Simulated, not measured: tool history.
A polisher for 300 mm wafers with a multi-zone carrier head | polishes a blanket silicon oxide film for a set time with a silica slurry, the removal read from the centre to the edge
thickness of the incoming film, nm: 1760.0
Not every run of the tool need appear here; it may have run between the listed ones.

run    day  flow of slurry (ml/min)  pressure of the head's centre zone  pressure of the head's middle zone  pressure of the head's edge zone  abrasive content of the slurry  polishing time (s)  film removed at the wafer's centre (nm)  film removed at mid-radius (nm)  film removed at the wafer's edge (nm)
  1      0                      310                                   1                                   1                                 1                               1                  46                                    112.9                           114.86                                 117.53
  2    0.2                      310                                1.01                                   1                              0.98                            0.95                  45                                   111.14                           109.19                                 113.23
  3  0.504                      315                                1.02                                1.02                              0.96                             0.9                  43                                    107.7                           103.11                                 103.84
  4  0.767                      315                                0.94                                1.02                              0.96                             0.9                  43                                   97.996                           104.58                                 104.68
     0.917  -- slurry nozzle cleaned
  5  0.917                      315                                0.95                                1.03                              0.95                            0.85                  42                                   97.545                            103.9                                 101.32
  6    1.2                      315                                0.95                                1.08                              0.95                            0.85                  42                                    99.17                           107.67                                  102.1

Estimate the outcome of run 7 from the log above:
  7  1.421                      320                                0.95                                1.08                              0.94                             0.8                  41                                        ?                                ?                                      ?

Run 7 produced film removed at the wafer's centre (nm) 94.879, film removed at mid-radius (nm) 101.3, film removed at the wafer's edge (nm) 96.508.
